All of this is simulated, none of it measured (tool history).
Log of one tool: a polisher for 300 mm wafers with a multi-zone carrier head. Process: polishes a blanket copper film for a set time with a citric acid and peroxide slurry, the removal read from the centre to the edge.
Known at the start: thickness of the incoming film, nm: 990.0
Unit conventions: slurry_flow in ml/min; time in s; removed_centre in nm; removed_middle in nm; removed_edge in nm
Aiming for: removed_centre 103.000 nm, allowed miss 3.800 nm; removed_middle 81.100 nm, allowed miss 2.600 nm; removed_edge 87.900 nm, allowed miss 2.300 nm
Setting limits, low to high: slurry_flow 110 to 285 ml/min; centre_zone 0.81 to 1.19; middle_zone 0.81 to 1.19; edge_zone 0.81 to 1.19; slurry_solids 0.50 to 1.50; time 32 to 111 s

run 1 hour=0.0 | slurry_flow=180 centre_zone=1.00 middle_zone=1.00 edge_zone=1.00 slurry_solids=1.00 time=71 | removed_centre=106.430 removed_middle=104.380 removed_edge=104.570
run 2 hour=1.2 | slurry_flow=180 centre_zone=1.00 middle_zone=1.00 edge_zone=1.00 slurry_solids=1.00 time=84 | removed_centre=124.920 removed_middle=123.890 removed_edge=122.260
run 3 hour=8.4 | slurry_flow=180 centre_zone=1.00 middle_zone=1.00 edge_zone=1.00 slurry_solids=1.15 time=84 | removed_centre=128.550 removed_middle=124.290 removed_edge=127.460
run 4 hour=16.9 | slurry_flow=180 centre_zone=1.00 middle_zone=1.05 edge_zone=1.00 slurry_solids=1.15 time=84 | removed_centre=131.470 removed_middle=133.350 removed_edge=124.700
run 5 hour=25.3 | slurry_flow=180 centre_zone=1.00 middle_zone=1.05 edge_zone=1.00 slurry_solids=0.95 time=84 | removed_centre=128.830 removed_middle=126.980 removed_edge=121.750
run 6 hour=28.3 | slurry_flow=160 centre_zone=1.00 middle_zone=1.05 edge_zone=1.00 slurry_solids=0.95 time=84 | removed_centre=123.940 removed_middle=125.550 removed_edge=119.960
run 7 hour=32.8 | slurry_flow=165 centre_zone=1.02 middle_zone=1.02 edge_zone=0.98 slurry_solids=0.85 time=81 | removed_centre=119.610 removed_middle=116.220 removed_edge=114.270
run 8 hour=34.3 | slurry_flow=145 centre_zone=1.12 middle_zone=0.92 edge_zone=0.88 slurry_solids=0.60 time=65 | removed_centre=98.688 removed_middle=81.251 removed_edge=82.052
run 9 hour=36.3 | slurry_flow=150 centre_zone=1.12 middle_zone=0.91 edge_zone=0.89 slurry_solids=0.60 time=65 | removed_centre=96.382 removed_middle=81.395 removed_edge=83.227
run 10 hour=40.1 | slurry_flow=155 centre_zone=1.13 middle_zone=0.90 edge_zone=0.90 slurry_solids=0.60 time=65 | removed_centre=100.390 removed_middle=79.896 removed_edge=84.355
run 11 hour=44.4 | slurry_flow=160 centre_zone=1.13 middle_zone=0.90 edge_zone=0.91 slurry_solids=0.60 time=65 | removed_centre=100.560 removed_middle=80.632 removed_edge=84.596

Exercise: of the 5 proposed moves below, exactly one satisfies all targets within the stated allowed misses. Which move is it?
run A hour=48.7 | slurry_flow=110 centre_zone=1.05 middle_zone=0.83 edge_zone=0.92 slurry_solids=0.50 time=74 | removed_centre=? removed_middle=? removed_edge=?
run B hour=48.7 | slurry_flow=195 centre_zone=1.13 middle_zone=0.88 edge_zone=0.95 slurry_solids=0.60 time=65 | removed_centre=? removed_middle=? removed_edge=?
run C hour=48.7 | slurry_flow=135 centre_zone=1.11 middle_zone=0.93 edge_zone=0.85 slurry_solids=0.50 time=66 | removed_centre=? removed_middle=? removed_edge=?
run D hour=48.7 | slurry_flow=170 centre_zone=1.04 middle_zone=0.83 edge_zone=0.98 slurry_solids=0.50 time=71 | removed_centre=? removed_middle=? removed_edge=?
run E hour=48.7 | slurry_flow=160 centre_zone=1.13 middle_zone=0.91 edge_zone=0.89 slurry_solids=0.60 time=65 | removed_centre=? removed_middle=? removed_edge=?

move=A removed_centre=97.229 removed_middle=80.110 removed_edge=89.647
move=B removed_centre=105.320 removed_middle=82.733 removed_edge=87.529
move=C removed_centre=96.141 removed_middle=80.465 removed_edge=79.810
move=D removed_centre=101.160 removed_middle=83.277 removed_edge=93.316
move=E removed_centre=101.900 removed_middle=82.197 removed_edge=83.519
A: brings the last run's worst result on target, with another outside its allowed miss
B: all results land within tolerance of their targets
C: further off than the last run
D: moves the result that the last run missed by most past its target, out the other side
E: further off than the last run
Go with B: it meets all targets.

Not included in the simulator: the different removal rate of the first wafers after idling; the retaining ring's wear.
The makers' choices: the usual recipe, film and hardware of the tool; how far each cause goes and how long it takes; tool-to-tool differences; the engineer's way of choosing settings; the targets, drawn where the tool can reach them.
